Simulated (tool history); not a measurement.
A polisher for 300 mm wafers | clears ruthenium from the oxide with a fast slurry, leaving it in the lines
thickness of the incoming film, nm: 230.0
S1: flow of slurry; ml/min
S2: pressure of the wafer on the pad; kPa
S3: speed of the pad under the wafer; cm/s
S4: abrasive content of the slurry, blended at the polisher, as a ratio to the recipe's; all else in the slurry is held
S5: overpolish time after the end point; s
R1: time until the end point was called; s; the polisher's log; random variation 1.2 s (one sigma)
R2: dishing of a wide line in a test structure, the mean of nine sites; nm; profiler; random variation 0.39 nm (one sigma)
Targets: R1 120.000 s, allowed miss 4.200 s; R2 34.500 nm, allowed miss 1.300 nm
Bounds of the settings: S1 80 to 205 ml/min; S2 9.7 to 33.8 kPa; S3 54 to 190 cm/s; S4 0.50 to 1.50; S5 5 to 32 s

run  hour   S1    S2   S3    S4  S5       R1      R2
  1   0.0  135  21.4  122  1.00  16   50.507  69.000
  2   3.8  135  21.4  122  1.00  11   50.621  49.212
  3   5.4  130  20.0  118  1.00  12   55.385  48.758
  4   6.4  130  20.0  118  1.00   6   55.665  25.043
  5   7.7  130  20.0  118  0.80   6   62.137  22.937
  6  10.3  130  20.0  118  0.80   5   63.130  19.297
  7  11.7  100  13.8   96  0.80  13  109.350  27.743
  8  19.0   95  12.4   96  0.85  15  116.740  29.398

Which of these 4 next moves meets every target?
  A  26.3  105  12.4   92  1.00  15   ?   ?
  B  26.3   90  11.7  120  0.75  16   ?   ?
  C  26.3   95  13.1   98  0.85  15   ?   ?
  D  26.3   80  13.8   74  1.05  18   ?   ?

move       R1      R2
   A  109.360  31.826
   B  112.990  32.789
   C  109.720  31.727
   D  118.710  34.949
A: nearer than the last run, and not there yet
B: nearer than the last run, and not there yet
C: nearer than the last run, and not there yet
D: meets every target
Move D is the one to make.
